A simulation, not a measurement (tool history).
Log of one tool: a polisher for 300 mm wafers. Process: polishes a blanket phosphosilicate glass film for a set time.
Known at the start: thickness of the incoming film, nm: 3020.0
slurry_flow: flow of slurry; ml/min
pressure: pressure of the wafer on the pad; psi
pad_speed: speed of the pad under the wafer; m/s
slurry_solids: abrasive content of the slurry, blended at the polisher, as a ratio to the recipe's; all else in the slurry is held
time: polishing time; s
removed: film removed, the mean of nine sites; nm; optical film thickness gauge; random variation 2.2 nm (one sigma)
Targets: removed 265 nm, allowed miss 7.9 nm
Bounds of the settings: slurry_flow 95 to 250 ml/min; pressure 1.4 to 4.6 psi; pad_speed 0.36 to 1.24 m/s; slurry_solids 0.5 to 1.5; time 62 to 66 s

| run | hour | slurry_flow | pressure | pad_speed | slurry_solids | time | removed |
|---|---|---|---|---|---|---|---|
| 1 | 0 | 160 | 3 | 0.8 | 1 | 62 | 349.67 |
| 2 | 5.1 | 160 | 2.8 | 0.8 | 1 | 62 | 336.09 |
| 3 | 7.6 | 155 | 2.7 | 0.8 | 1 | 62 | 322.41 |
| 4 | 11.7 | 130 | 2.7 | 0.8 | 1 | 62 | 312.26 |
| 5 | 19.4 | 125 | 2.6 | 0.8 | 1 | 62 | 306.25 |
| 6 | 27.7 | 125 | 2.6 | 0.96 | 1 | 62 | 354.52 |
| 7 | 31.2 | 125 | 2.4 | 0.96 | 1 | 62 | 336.64 |
| 8 | 34.9 | 125 | 2.2 | 0.96 | 1 | 62 | 318.08 |
| 9 | 42.4 | 125 | 2.1 | 0.96 | 1 | 62 | 307.51 |
| 10 | 45.8 | 125 | 2 | 0.96 | 1 | 62 | 306.08 |
| 11 | 49.9 | 125 | 1.9 | 0.96 | 1 | 62 | 292.63 |
| 12 | 57.6 | 125 | 1.8 | 0.96 | 1 | 62 | 279.35 |

Which of these 4 next moves meets every target?
| A | 65.3 | 110 | 2 | 0.92 | 0.95 | 63 | ? |
| B | 65.3 | 135 | 1.8 | 0.92 | 1.05 | 63 | ? |
| C | 65.3 | 160 | 1.7 | 0.88 | 0.95 | 62 | ? |
| D | 65.3 | 120 | 1.7 | 0.96 | 1.05 | 65 | ? |

| move | removed |
|---|---|
| A | 281.65 |
| B | 284.74 |
| C | 261.65 |
| D | 288.02 |
A: further off than the last run
B: further off than the last run
C: meets every target
D: further off than the last run
Answer: C

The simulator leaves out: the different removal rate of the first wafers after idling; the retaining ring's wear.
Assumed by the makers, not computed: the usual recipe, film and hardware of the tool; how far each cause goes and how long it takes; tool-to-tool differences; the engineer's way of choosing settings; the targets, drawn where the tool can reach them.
